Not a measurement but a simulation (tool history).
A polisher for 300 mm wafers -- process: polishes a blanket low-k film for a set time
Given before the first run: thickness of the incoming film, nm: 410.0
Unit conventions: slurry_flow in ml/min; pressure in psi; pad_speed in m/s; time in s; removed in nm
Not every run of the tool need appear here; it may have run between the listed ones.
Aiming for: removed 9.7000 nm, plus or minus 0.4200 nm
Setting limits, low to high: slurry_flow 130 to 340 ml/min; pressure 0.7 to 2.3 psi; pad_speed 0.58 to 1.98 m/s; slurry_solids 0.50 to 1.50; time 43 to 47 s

| run | hour | slurry_flow | pressure | pad_speed | slurry_solids | time | removed |
|---|---|---|---|---|---|---|---|
| 1 | 0.0 | 220 | 1.5 | 1.28 | 1.00 | 47 | 22.3110 |
| 2 | 5.8 | 220 | 1.5 | 1.48 | 1.00 | 47 | 24.0350 |
| 3 | 10.2 | 220 | 1.5 | 1.48 | 1.00 | 47 | 24.4030 |
| 4 | 13.7 | 220 | 1.3 | 1.34 | 1.00 | 47 | 19.4560 |
| 5 | 14.3 | 220 | 1.3 | 1.08 | 1.00 | 47 | 17.1290 |
| 6 | 21.6 | 220 | 1.3 | 1.08 | 1.20 | 47 | 19.0160 |
| 7 | 24.3 | 220 | 1.2 | 1.00 | 1.20 | 47 | 16.4770 |
| 8 | 32.8 | 220 | 1.1 | 0.96 | 1.20 | 47 | 14.7720 |
| 9 | 34.1 | 220 | 1.0 | 0.94 | 1.20 | 47 | 13.2860 |
| 10 | 38.0 | 220 | 0.9 | 0.92 | 1.20 | 47 | 11.6650 |
| 11 | 46.6 | 220 | 0.8 | 0.92 | 1.20 | 47 | 10.6180 |
| 12 | 55.5 | 220 | 0.7 | 0.90 | 1.20 | 47 | 9.1777 |

5 next moves are on the table. One of them brings every result within its allowed miss. Which?
| A | 64.4 | 235 | 0.8 | 1.04 | 1.10 | 45 | ? |
| B | 64.4 | 205 | 0.7 | 0.80 | 1.35 | 45 | ? |
| C | 64.4 | 235 | 0.9 | 0.86 | 1.15 | 45 | ? |
| D | 64.4 | 205 | 0.7 | 0.90 | 1.25 | 45 | ? |
| E | 64.4 | 150 | 0.8 | 0.74 | 1.50 | 47 | ? |

| move | removed |
|---|---|
| A | 10.6270 |
| B | 8.6424 |
| C | 10.7980 |
| D | 8.9707 |
| E | 9.7786 |
A: carries the result that was furthest off beyond its target, to the other side
B: further off than the last run
C: carries the result that was furthest off beyond its target, to the other side
D: further off than the last run
E: meets every target
The right move is E.

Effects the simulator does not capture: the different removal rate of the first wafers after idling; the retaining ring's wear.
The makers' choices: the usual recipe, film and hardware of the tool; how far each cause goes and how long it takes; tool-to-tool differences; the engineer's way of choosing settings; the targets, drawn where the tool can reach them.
